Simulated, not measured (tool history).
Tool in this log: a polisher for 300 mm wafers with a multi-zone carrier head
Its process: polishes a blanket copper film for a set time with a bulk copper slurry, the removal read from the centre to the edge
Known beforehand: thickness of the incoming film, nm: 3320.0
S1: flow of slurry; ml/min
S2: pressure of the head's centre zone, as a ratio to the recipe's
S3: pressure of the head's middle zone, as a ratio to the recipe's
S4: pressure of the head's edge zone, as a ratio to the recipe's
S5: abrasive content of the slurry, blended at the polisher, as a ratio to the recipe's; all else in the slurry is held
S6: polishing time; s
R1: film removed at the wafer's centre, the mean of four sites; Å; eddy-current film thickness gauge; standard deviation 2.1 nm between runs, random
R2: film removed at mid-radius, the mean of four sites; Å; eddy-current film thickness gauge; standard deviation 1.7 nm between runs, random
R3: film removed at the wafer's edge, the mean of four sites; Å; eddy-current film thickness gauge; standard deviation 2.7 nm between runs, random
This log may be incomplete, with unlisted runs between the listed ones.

| run | hour | S1 | S2 | S3 | S4 | S5 | S6 | R1 | R2 | R3 |
|---|---|---|---|---|---|---|---|---|---|---|
| 1 | 0.0 | 245 | 1.00 | 1.00 | 1.00 | 1.00 | 43 | 2775.3 | 2732.3 | 2749.7 |
| 2 | 7.0 | 245 | 0.98 | 1.00 | 0.98 | 0.95 | 42 | 2628.2 | 2639.6 | 2715.3 |
| 3 | 12.0 | 245 | 0.94 | 1.00 | 0.98 | 0.95 | 42 | 2495.4 | 2624.6 | 2656.9 |
| 4 | 18.3 | 245 | 0.94 | 1.01 | 0.97 | 0.90 | 41 | 2435.0 | 2526.7 | 2544.7 |
| 5 | 23.1 | 245 | 1.00 | 1.01 | 0.97 | 0.90 | 41 | 2592.4 | 2523.3 | 2544.4 |
| 6 | 27.4 | 245 | 1.00 | 1.01 | 0.97 | 0.90 | 45 | 2791.4 | 2751.1 | 2808.6 |
| 7 | 31.0 | 245 | 0.99 | 1.02 | 0.96 | 0.85 | 44 | 2697.2 | 2675.9 | 2754.4 |
| 8 | 36.8 | 250 | 0.98 | 1.04 | 0.95 | 0.80 | 42 | 2470.8 | 2547.1 | 2496.6 |
| 9 | 44.0 | 250 | 0.97 | 1.05 | 0.95 | 0.75 | 41 | 2348.0 | 2472.1 | 2328.0 |
| 10 | 49.0 | 250 | 0.96 | 1.05 | 0.95 | 0.70 | 41 | 2243.3 | 2402.1 | 2260.5 |
| 11 | 50.9 | 250 | 0.95 | 1.05 | 0.95 | 0.70 | 41 | 2243.6 | 2414.4 | 2265.4 |
| 12 | 58.9 | 250 | 0.94 | 1.05 | 0.95 | 0.70 | 41 | 2202.1 | 2402.3 | 2289.9 |
| 13 | 62.6 | 250 | 0.93 | 1.05 | 0.95 | 0.70 | 41 | 2204.1 | 2363.2 | 2310.0 |
| 14 | 66.6 | 250 | 0.92 | 1.06 | 0.95 | 0.70 | 41 | 2130.6 | 2432.2 | 2317.7 |
| 15 | 75.4 | 260 | 0.90 | 1.06 | 0.93 | 0.60 | 39 | 1918.6 | 2199.7 | 2056.7 |
| 16 | 81.4 | 260 | 0.90 | 1.06 | 0.92 | 0.60 | 39 | 1911.2 | 2221.9 | 2022.0 |
| 17 | 89.8 | 260 | 0.90 | 1.05 | 0.92 | 0.60 | 39 | 1904.1 | 2175.7 | 2025.6 |

The next listed run, before its measurement:
| 18 | 95.6 | 260 | 0.90 | 1.05 | 0.91 | 0.60 | 39 | ? | ? | ? |

{"run 18": {"R1": 1917.1, "R2": 2187.6, "R3": 2061.4}}
